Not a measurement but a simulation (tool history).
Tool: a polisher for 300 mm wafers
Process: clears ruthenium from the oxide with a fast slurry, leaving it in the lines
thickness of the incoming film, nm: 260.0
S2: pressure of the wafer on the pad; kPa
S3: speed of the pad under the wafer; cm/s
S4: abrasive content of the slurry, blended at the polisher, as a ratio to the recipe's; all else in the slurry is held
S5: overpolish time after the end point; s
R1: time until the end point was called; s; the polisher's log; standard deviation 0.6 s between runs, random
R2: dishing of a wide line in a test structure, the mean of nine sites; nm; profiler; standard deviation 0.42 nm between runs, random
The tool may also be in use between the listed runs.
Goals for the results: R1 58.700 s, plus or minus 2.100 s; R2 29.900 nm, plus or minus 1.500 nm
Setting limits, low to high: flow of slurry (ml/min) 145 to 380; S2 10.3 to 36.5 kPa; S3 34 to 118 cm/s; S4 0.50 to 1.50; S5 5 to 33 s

Run 1, hour 0.0: flow of slurry (ml/min) 245, S2 23.4 kPa, S3 76 cm/s, S4 1.00, S5 17 s. Result: R1 61.639 s, R2 57.782 nm.
Run 2, hour 1.8: flow of slurry (ml/min) 245, S2 23.4 kPa, S3 76 cm/s, S4 0.85, S5 17 s. Result: R1 64.129 s, R2 54.942 nm.
Run 3, hour 10.4: flow of slurry (ml/min) 245, S2 23.4 kPa, S3 62 cm/s, S4 0.85, S5 17 s. Result: R1 73.558 s, R2 47.705 nm.
Run 4, hour 14.5: flow of slurry (ml/min) 245, S2 23.4 kPa, S3 62 cm/s, S4 0.75, S5 17 s. Result: R1 77.126 s, R2 46.598 nm.
Run 5, hour 15.5: flow of slurry (ml/min) 245, S2 29.0 kPa, S3 62 cm/s, S4 0.75, S5 17 s. Result: R1 63.169 s, R2 55.385 nm.
Run 6, hour 24.4: flow of slurry (ml/min) 255, S2 29.6 kPa, S3 60 cm/s, S4 0.80, S5 14 s. Result: R1 62.298 s, R2 46.983 nm.
Run 7, hour 30.3: flow of slurry (ml/min) 260, S2 30.3 kPa, S3 60 cm/s, S4 0.80, S5 11 s. Result: R1 60.545 s, R2 38.798 nm.
Run 8, hour 38.8: flow of slurry (ml/min) 260, S2 30.3 kPa, S3 60 cm/s, S4 0.80, S5 10 s. Result: R1 61.202 s, R2 35.898 nm.
Run 9, hour 41.0: flow of slurry (ml/min) 260, S2 31.0 kPa, S3 60 cm/s, S4 0.80, S5 9 s. Result: R1 59.714 s, R2 33.021 nm.

5 candidate next runs follow, results not yet known. Just one meets every target within its allowed miss. Identify it.
Run A, hour 43.2: flow of slurry (ml/min) 275, S2 32.4 kPa, S3 60 cm/s, S4 0.85, S5 10 s. Result: R1 ?, R2 ?.
Run B, hour 43.2: flow of slurry (ml/min) 230, S2 30.3 kPa, S3 72 cm/s, S4 0.65, S5 8 s. Result: R1 ?, R2 ?.
Run C, hour 43.2: flow of slurry (ml/min) 250, S2 33.8 kPa, S3 48 cm/s, S4 0.90, S5 12 s. Result: R1 ?, R2 ?.
Run D, hour 43.2: flow of slurry (ml/min) 250, S2 31.0 kPa, S3 56 cm/s, S4 0.70, S5 9 s. Result: R1 ?, R2 ?.
Run E, hour 43.2: flow of slurry (ml/min) 250, S2 32.4 kPa, S3 70 cm/s, S4 0.80, S5 7 s. Result: R1 ?, R2 ?.

move      R1      R2
   A  56.225  37.590
   B  58.980  29.257
   C  61.541  40.874
   D  65.711  29.524
   E  52.441  28.822
A: misses by more than the last run did
B: hits every target within its allowed miss
C: misses by more than the last run did
D: brings the last run's worst result on target, with another outside its allowed miss
E: brings the last run's worst result on target, with another outside its allowed miss
Answer: B
